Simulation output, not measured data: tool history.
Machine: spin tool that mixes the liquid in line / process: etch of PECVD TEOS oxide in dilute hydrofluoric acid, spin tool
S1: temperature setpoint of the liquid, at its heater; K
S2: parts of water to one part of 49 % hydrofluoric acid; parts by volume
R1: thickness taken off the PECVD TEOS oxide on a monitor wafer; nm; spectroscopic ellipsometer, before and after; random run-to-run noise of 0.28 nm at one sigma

run 1 hour=0 | S1=295.15 S2=165 time_under_the_liquid_(s)=305 | R1=17.74
run 2 hour=4.7 | S1=296.15 S2=150 time_under_the_liquid_(s)=305 | R1=20.791
run 3 hour=11.4 | S1=297.15 S2=140 time_under_the_liquid_(s)=305 | R1=23.46
run 4 hour=18.3 | S1=298.15 S2=130 time_under_the_liquid_(s)=305 | R1=26.64
run 5 hour=22 | S1=295.15 S2=130 time_under_the_liquid_(s)=305 | R1=23.159
run 6 hour=24 | S1=292.15 S2=130 time_under_the_liquid_(s)=305 | R1=20.939
run 7 hour=26.2 | S1=293.65 S2=125 time_under_the_liquid_(s)=305 | R1=23.063
run 8 hour=34 | S1=295.15 S2=120 time_under_the_liquid_(s)=305 | R1=25.816
run 9 hour=35.3 | S1=296.15 S2=115 time_under_the_liquid_(s)=305 | R1=27.911

The next listed run, before its measurement:
run 10 hour=42.4 | S1=296.15 S2=115 time_under_the_liquid_(s)=305 | R1=?

{"run 10": {"R1": 28.119}}

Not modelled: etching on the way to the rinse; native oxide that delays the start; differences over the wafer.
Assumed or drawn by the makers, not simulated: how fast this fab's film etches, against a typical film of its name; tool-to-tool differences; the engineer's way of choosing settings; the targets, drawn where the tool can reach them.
